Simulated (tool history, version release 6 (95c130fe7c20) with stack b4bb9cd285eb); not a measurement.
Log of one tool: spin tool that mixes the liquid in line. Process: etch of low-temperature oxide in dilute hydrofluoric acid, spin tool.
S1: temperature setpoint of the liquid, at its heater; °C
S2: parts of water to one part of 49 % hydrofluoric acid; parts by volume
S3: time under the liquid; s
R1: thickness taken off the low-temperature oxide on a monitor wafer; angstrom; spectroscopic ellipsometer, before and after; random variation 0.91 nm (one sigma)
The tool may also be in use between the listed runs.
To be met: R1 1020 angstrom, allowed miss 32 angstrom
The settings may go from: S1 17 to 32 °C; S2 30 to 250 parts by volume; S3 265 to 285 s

run  hour    S1   S2   S3      R1
  1     0    24  140  265  404.41
  2   5.1    24  165  265  326.19
  3   7.1    24  165  285   355.4
  4  12.7    24  130  285  471.25
  5  18.3    25  120  285  530.12
  6  23.4  22.5  120  285  476.91
  7  27.3  23.5  115  285  528.38
  8  31.6  24.5  110  285  569.89
  9  40.2  25.5  105  285  632.28
 10  44.7    26  105  285   640.7
 11  48.4  26.5  100  285  694.26
 12  51.6    27  100  285   708.7
     56.6  -- hydrofluoric acid flow meter replaced
 13  56.6  27.5  100  285  644.41
 14  63.5  27.5   95  285  667.85

Which of these 5 next moves meets every target?
  A  70.4    30  70  280   ?
  B  70.4  29.5  75  280   ?
  C  70.4    24  60  275   ?
  D  70.4  26.5  75  285   ?
  E  70.4    27  60  285   ?

move      R1
   A  1035.4
   B  940.96
   C   948.2
   D     852
   E  1109.1
A: meets every target
B: nearer than the last run, and not there yet
C: nearer than the last run, and not there yet
D: nearer than the last run, and not there yet
E: takes the result that was furthest off past its target
Answer: A
